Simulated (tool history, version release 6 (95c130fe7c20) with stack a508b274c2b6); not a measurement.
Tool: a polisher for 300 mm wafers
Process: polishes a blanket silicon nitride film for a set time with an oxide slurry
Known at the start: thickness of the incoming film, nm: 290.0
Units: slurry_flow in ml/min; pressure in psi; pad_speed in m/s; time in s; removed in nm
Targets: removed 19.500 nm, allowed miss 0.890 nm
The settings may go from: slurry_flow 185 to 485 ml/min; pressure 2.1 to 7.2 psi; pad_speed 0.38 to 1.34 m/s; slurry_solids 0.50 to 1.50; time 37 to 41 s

run  hour  slurry_flow  pressure  pad_speed  slurry_solids  time  removed
  1   0.0          310       4.6       0.86           1.00    41   35.443
  2   6.4          310       5.1       0.86           1.00    41   38.972
  3  13.1          310       5.1       1.06           1.00    41   46.835
  4  14.4          310       6.2       1.06           1.00    41   55.945
  5  20.9          255       6.2       1.06           1.00    41   53.908
  6  28.4          255       6.6       1.06           1.00    41   59.351
  7  36.3          255       6.6       1.06           1.00    41   58.427
  8  43.9          255       5.8       1.00           1.00    41   48.662
  9  45.8          255       5.2       0.94           1.00    41   41.870
 10  51.7          255       4.7       0.88           1.00    41   36.553
 11  58.1          255       4.3       0.84           1.00    41   31.489
 12  63.6          255       3.9       0.82           1.00    41   29.144
 13  68.5          255       3.6       0.80           1.00    41   25.333
 14  74.3          255       3.4       0.80           1.00    41   24.658
 15  77.0          255       3.2       0.80           1.00    41   23.273
 16  80.4          255       2.4       0.78           1.00    41   17.209
 17  84.1          255       2.4       0.78           1.00    41   17.460
 18  89.4          255       2.5       0.78           1.00    41   17.752

4 next moves are on the table. One of them brings every result within its allowed miss. Which?
  A  94.7          230       2.2       0.96           0.85    37        ?
  B  94.7          280       2.2       0.82           1.05    40        ?
  C  94.7          230       2.7       0.78           1.10    40        ?
  D  94.7          245       2.3       0.82           1.00    37        ?

move  removed
   A   15.891
   B   16.845
   C   19.636
   D   15.735
A: further off than the last run
B: further off than the last run
C: meets every target
D: further off than the last run
The right move is C.
